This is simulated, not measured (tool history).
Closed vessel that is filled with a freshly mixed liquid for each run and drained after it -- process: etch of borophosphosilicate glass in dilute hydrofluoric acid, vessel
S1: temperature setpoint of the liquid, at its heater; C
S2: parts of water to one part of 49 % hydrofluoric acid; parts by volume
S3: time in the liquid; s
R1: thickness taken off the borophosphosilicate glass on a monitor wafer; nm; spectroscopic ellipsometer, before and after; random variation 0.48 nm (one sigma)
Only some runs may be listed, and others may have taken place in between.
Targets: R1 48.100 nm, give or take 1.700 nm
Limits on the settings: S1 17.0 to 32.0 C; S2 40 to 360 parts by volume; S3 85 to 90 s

run 1 hour=0.0 | S1=24.0 S2=200 S3=85 | R1=17.934
run 2 hour=3.5 | S1=26.5 S2=200 S3=85 | R1=19.619
run 3 hour=10.2 | S1=27.5 S2=170 S3=85 | R1=24.964
run 4 hour=11.0 | S1=29.5 S2=170 S3=85 | R1=27.217
run 5 hour=19.7 | S1=30.0 S2=150 S3=85 | R1=31.224
run 6 hour=24.0 | S1=30.5 S2=135 S3=85 | R1=36.386
-- hour=30.9 hydrofluoric acid flow meter replaced
run 7 hour=30.9 | S1=32.0 S2=100 S3=85 | R1=62.508
run 8 hour=37.8 | S1=30.5 S2=100 S3=85 | R1=58.749
run 9 hour=40.3 | S1=29.0 S2=100 S3=85 | R1=55.507
run 10 hour=45.7 | S1=28.0 S2=100 S3=85 | R1=52.633
run 11 hour=50.1 | S1=27.5 S2=100 S3=85 | R1=52.175
run 12 hour=54.8 | S1=27.0 S2=100 S3=85 | R1=50.726

4 next moves are on the table. One of them brings every result within its allowed miss. Which?
run A hour=59.5 | S1=32.0 S2=110 S3=85 | R1=?
run B hour=59.5 | S1=29.0 S2=105 S3=90 | R1=?
run C hour=59.5 | S1=25.5 S2=95 S3=85 | R1=?
run D hour=59.5 | S1=30.5 S2=125 S3=90 | R1=?

move=A R1=56.082
move=B R1=56.055
move=C R1=51.827
move=D R1=48.433
A: further off than the last run
B: further off than the last run
C: further off than the last run
D: all results in spec
D meets every target.
